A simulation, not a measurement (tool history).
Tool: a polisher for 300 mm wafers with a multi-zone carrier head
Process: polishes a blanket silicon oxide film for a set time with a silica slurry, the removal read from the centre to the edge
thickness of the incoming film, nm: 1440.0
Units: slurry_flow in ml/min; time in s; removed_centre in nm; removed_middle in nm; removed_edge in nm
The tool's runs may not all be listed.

run	hour	slurry_flow	centre_zone	middle_zone	edge_zone	slurry_solids	time	removed_centre	removed_middle	removed_edge
1	0	200	1	1	1	1	58	128.56	131.89	127.92
2	6.1	200	1.08	1	1	1	58	140.53	131.13	129.05
3	7.7	200	1.08	0.94	1	1	58	140.23	123.16	128.89
4	13.1	200	1.02	0.94	1	1	58	130.56	124.92	129.69
5	15	155	1.02	0.94	1	1	58	125.94	118.24	126.08
6	23.7	175	1.04	0.95	1.03	1	58	129.81	121.19	127.07
7	28.5	190	1.05	0.95	1.03	1.05	58	136.06	128.14	131.11
8	30.1	200	1.06	0.94	1.04	1.1	58	142.76	132.01	137.09
9	38.1	215	1.07	0.94	1.05	1.1	58	145.39	132.43	137.24
10	44.3	225	1.08	0.94	1.06	1.1	58	150.77	132.5	138.2
11	48.1	230	1.08	0.94	1.07	1.1	58	150.66	132.95	143.74
12	52.4	240	1.08	0.95	1.07	1.1	58	152.38	134.54	142.02
13	57.1	250	1.08	0.96	1.08	1.1	58	151.72	136.92	143.51
14	60.8	255	1.09	0.97	1.09	1.1	58	153.22	139.45	142.54
15	69.7	260	1.09	0.97	1.1	1.1	58	155.21	139.31	144.02

Forecast run 16:
16	76.8	265	1.09	0.97	1.11	1.1	58	?	?	?

removed_centre: 156.84 nm
removed_middle: 138.28 nm
removed_edge: 146.69 nm

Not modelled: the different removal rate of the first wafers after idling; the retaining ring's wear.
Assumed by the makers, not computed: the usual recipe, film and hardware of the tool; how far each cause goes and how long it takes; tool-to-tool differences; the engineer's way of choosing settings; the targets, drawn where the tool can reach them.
